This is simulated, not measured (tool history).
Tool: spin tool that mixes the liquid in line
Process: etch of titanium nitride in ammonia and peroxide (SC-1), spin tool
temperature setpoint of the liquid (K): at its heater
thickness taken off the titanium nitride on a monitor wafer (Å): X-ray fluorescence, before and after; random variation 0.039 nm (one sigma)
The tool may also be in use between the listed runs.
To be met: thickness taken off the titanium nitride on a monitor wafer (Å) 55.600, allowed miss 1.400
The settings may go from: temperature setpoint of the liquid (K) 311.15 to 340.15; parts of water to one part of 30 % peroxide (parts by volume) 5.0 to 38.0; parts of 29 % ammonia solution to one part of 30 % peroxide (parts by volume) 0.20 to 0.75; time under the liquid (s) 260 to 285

run	day	temperature setpoint of the liquid (K)	parts of water to one part of 30 % peroxide (parts by volume)	parts of 29 % ammonia solution to one part of 30 % peroxide (parts by volume)	time under the liquid (s)	thickness taken off the titanium nitride on a monitor wafer (Å)
1	0.000	324.15	21.0	0.45	260	93.000
2	0.154	321.65	21.0	0.45	260	78.392
3	0.246	321.65	21.0	0.50	260	79.017
4	0.396	320.15	21.0	0.50	260	71.554
5	0.658	320.15	21.0	0.50	260	70.802
6	0.775	320.15	15.0	0.50	260	85.182
7	1.038	318.15	15.0	0.50	260	75.103
8	1.212	316.65	15.0	0.50	260	67.237
9	1.246	315.65	15.0	0.50	260	62.269
10	1.317	315.15	15.0	0.50	260	60.852
11	1.471	314.65	15.0	0.50	260	57.470

Which of these 4 next moves meets every target?
A	1.625	311.15	12.0	0.55	260	?
B	1.625	313.65	17.5	0.55	285	?
C	1.625	312.15	13.5	0.55	260	?
D	1.625	314.15	14.5	0.30	260	?

move	thickness taken off the titanium nitride on a monitor wafer (Å)
A	50.981
B	54.885
C	51.592
D	51.489
A: takes the result that was furthest off past its target
B: meets every target
C: takes the result that was furthest off past its target
D: takes the result that was furthest off past its target
The right move is B.
